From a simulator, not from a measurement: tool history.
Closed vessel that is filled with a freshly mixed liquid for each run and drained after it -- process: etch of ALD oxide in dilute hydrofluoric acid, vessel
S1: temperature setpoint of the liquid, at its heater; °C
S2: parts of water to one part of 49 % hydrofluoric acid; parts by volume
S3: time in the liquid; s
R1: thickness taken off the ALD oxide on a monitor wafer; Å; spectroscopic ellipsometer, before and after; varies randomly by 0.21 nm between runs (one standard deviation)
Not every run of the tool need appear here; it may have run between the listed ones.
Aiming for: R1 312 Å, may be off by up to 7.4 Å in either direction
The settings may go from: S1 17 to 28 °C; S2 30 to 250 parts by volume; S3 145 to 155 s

| run | hour | S1 | S2 | S3 | R1 |
|---|---|---|---|---|---|
| 1 | 0 | 20 | 140 | 145 | 209.85 |
| 2 | 1.6 | 21 | 140 | 145 | 216.75 |
| 3 | 7.9 | 22 | 140 | 145 | 228.64 |
| 4 | 10.5 | 23 | 140 | 145 | 234.78 |
| 5 | 12.9 | 23 | 160 | 145 | 202.96 |
| 6 | 15.9 | 23 | 135 | 145 | 243.52 |
| 7 | 20.5 | 23.5 | 135 | 145 | 253.84 |
| 8 | 28.9 | 24 | 135 | 145 | 258.27 |
| 9 | 34.7 | 24.5 | 135 | 145 | 259.98 |
| 10 | 40.5 | 25 | 135 | 145 | 265.81 |
| 11 | 45.8 | 25.5 | 135 | 145 | 270.44 |
| 12 | 49.9 | 26 | 135 | 145 | 275.8 |
| 13 | 51.7 | 26 | 135 | 145 | 276.93 |
| 14 | 59.1 | 26.5 | 135 | 145 | 285.16 |
| 15 | 68.1 | 27.5 | 135 | 145 | 292.96 |

Below are 4 possible settings for the next run. Only one of them brings all results inside the allowed miss of their targets. Which is it?
| A | 77.1 | 28 | 140 | 145 | ? |
| B | 77.1 | 27.5 | 140 | 150 | ? |
| C | 77.1 | 23.5 | 105 | 145 | ? |
| D | 77.1 | 26 | 130 | 155 | ? |

| move | R1 |
|---|---|
| A | 288.26 |
| B | 292.72 |
| C | 337.78 |
| D | 311.74 |
A: misses by more than the last run did
B: about as far from the targets as the last run
C: moves the result that the last run missed by most past its target, out the other side
D: all results in spec
The right move is D.

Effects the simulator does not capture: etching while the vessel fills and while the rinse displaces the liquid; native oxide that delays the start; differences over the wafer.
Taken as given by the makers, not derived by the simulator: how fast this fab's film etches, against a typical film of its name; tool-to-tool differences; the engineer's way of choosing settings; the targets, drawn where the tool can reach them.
